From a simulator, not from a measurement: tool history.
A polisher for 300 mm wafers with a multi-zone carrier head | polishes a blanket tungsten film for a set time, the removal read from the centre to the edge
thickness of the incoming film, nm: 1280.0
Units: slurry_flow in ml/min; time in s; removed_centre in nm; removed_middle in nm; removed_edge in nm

| run | hour | slurry_flow | centre_zone | middle_zone | edge_zone | slurry_solids | time | removed_centre | removed_middle | removed_edge |
|---|---|---|---|---|---|---|---|---|---|---|
| 1 | 0 | 165 | 1 | 1 | 1 | 1 | 79 | 428.75 | 413.67 | 422.5 |
| 2 | 7.3 | 165 | 1 | 1 | 0.95 | 1 | 79 | 410.12 | 411.01 | 408.28 |
| 3 | 14.1 | 170 | 0.99 | 1.01 | 0.97 | 1.05 | 80 | 428.77 | 434.31 | 425.74 |
| 4 | 15.8 | 175 | 0.98 | 1.01 | 0.99 | 1.1 | 81 | 421.94 | 438.59 | 434.97 |
| 5 | 22.7 | 175 | 0.98 | 1.02 | 1.01 | 1.15 | 82 | 441.63 | 452.13 | 454.87 |
| 6 | 29.5 | 180 | 0.98 | 1.04 | 1.03 | 1.2 | 82 | 448.03 | 472.96 | 463.29 |
| 7 | 32.1 | 180 | 0.98 | 1.05 | 1.05 | 1.25 | 83 | 451.78 | 474.02 | 477.92 |

Run 8 comes next. What will it give?
| 8 | 36.3 | 185 | 0.98 | 1.06 | 1.06 | 1.3 | 83 | ? | ? | ? |

removed_centre: 467.13 nm
removed_middle: 495.33 nm
removed_edge: 493.3 nm

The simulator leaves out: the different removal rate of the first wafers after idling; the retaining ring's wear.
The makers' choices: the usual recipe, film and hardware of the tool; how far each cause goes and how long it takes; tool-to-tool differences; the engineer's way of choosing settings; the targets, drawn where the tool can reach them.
